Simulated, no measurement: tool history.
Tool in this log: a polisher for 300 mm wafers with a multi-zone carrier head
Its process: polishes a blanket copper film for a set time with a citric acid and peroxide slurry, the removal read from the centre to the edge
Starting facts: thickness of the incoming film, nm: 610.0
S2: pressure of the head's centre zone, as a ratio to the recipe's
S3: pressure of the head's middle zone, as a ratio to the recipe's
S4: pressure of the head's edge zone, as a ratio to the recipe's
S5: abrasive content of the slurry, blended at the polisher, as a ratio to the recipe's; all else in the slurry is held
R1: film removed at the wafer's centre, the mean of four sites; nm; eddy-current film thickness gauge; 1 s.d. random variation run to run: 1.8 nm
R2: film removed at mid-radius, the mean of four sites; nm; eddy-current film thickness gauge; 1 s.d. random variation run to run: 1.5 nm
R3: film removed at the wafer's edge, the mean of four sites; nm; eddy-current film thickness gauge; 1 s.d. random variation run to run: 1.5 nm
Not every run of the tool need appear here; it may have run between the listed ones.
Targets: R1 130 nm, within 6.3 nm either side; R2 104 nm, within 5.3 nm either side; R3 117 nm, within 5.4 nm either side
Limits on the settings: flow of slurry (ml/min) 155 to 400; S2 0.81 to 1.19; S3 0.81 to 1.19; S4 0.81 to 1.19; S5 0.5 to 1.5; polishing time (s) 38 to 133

Run 1, day 0: flow of slurry (ml/min) 255, S2 1, S3 1, S4 1, S5 1, polishing time (s) 85. Result: R1 195.93 nm, R2 204.63 nm, R3 196.33 nm.
Run 2, day 0.204: flow of slurry (ml/min) 255, S2 1.02, S3 0.97, S4 1, S5 0.95, polishing time (s) 79. Result: R1 185.32 nm, R2 182.99 nm, R3 185.32 nm.
Run 3, day 0.442: flow of slurry (ml/min) 255, S2 1.02, S3 1.03, S4 1, S5 0.95, polishing time (s) 79. Result: R1 186.48 nm, R2 189.06 nm, R3 182.73 nm.
Run 4, day 0.796: flow of slurry (ml/min) 255, S2 1.02, S3 1.03, S4 1, S5 0.95, polishing time (s) 98. Result: R1 233.52 nm, R2 235.26 nm, R3 229.03 nm.
Run 5, day 0.85: flow of slurry (ml/min) 250, S2 1.04, S3 1.01, S4 0.99, S5 0.85, polishing time (s) 89. Result: R1 212.9 nm, R2 197.52 nm, R3 197.63 nm.
Run 6, day 0.912: flow of slurry (ml/min) 245, S2 1.03, S3 0.99, S4 0.98, S5 0.8, polishing time (s) 83. Result: R1 190.48 nm, R2 183.82 nm, R3 182.86 nm.
Run 7, day 1.058: flow of slurry (ml/min) 245, S2 1.13, S3 0.89, S4 1.06, S5 0.7, polishing time (s) 59. Result: R1 143.6 nm, R2 112.4 nm, R3 128.87 nm.
Run 8, day 1.404: flow of slurry (ml/min) 240, S2 1.1, S3 0.88, S4 1.01, S5 0.5, polishing time (s) 56. Result: R1 119.14 nm, R2 94.49 nm, R3 104.6 nm.
Run 9, day 1.483: flow of slurry (ml/min) 245, S2 1.11, S3 0.89, S4 1.02, S5 0.5, polishing time (s) 56. Result: R1 114.31 nm, R2 96.976 nm, R3 110.2 nm.
Run 10, day 1.746: flow of slurry (ml/min) 245, S2 1.11, S3 0.89, S4 1.02, S5 0.5, polishing time (s) 56. Result: R1 116.92 nm, R2 97.117 nm, R3 107.7 nm.
Run 11, day 1.862: flow of slurry (ml/min) 260, S2 1.16, S3 0.91, S4 1.08, S5 0.7, polishing time (s) 58. Result: R1 139.16 nm, R2 115.84 nm, R3 125.52 nm.
Run 12, day 2.138: flow of slurry (ml/min) 255, S2 1.15, S3 0.89, S4 1.07, S5 0.65, polishing time (s) 58. Result: R1 138.46 nm, R2 110.65 nm, R3 123.76 nm.
Run 13, day 2.458: flow of slurry (ml/min) 255, S2 1.15, S3 0.89, S4 1.06, S5 0.65, polishing time (s) 58. Result: R1 137.34 nm, R2 110.35 nm, R3 124.3 nm.
Run 14, day 2.8: flow of slurry (ml/min) 255, S2 1.15, S3 0.89, S4 1.06, S5 0.65, polishing time (s) 58. Result: R1 140.29 nm, R2 111.39 nm, R3 125.56 nm.
Run 15, day 2.958: flow of slurry (ml/min) 250, S2 1.14, S3 0.89, S4 1.05, S5 0.65, polishing time (s) 58. Result: R1 134.36 nm, R2 109.11 nm, R3 124.85 nm.

5 next moves are on the table. One of them brings every result within its allowed miss. Which?
Run A, day 3.117: flow of slurry (ml/min) 215, S2 1.13, S3 0.81, S4 1.12, S5 0.5, polishing time (s) 70. Result: R1 ?, R2 ?, R3 ?.
Run B, day 3.117: flow of slurry (ml/min) 255, S2 0.82, S3 0.85, S4 0.81, S5 1.5, polishing time (s) 52. Result: R1 ?, R2 ?, R3 ?.
Run C, day 3.117: flow of slurry (ml/min) 320, S2 1.15, S3 0.89, S4 1.12, S5 0.5, polishing time (s) 58. Result: R1 ?, R2 ?, R3 ?.
Run D, day 3.117: flow of slurry (ml/min) 195, S2 1.19, S3 1.01, S4 1.09, S5 0.5, polishing time (s) 64. Result: R1 ?, R2 ?, R3 ?.
Run E, day 3.117: flow of slurry (ml/min) 230, S2 0.99, S3 1.02, S4 0.98, S5 0.8, polishing time (s) 53. Result: R1 ?, R2 ?, R3 ?.

move      R1      R2      R3
   A  145.54  113.05  136.16
   B  111.53   124.4  122.54
   C  129.59  106.21  116.87
   D  137.91  122.17  121.04
   E  113.64  121.94  112.81
A: further off than the last run
B: further off than the last run
C: every result lands within tolerance
D: brings the last run's worst result on target, with another outside its allowed miss
E: brings the last run's worst result on target, with another outside its allowed miss
Go with C: it meets all targets.
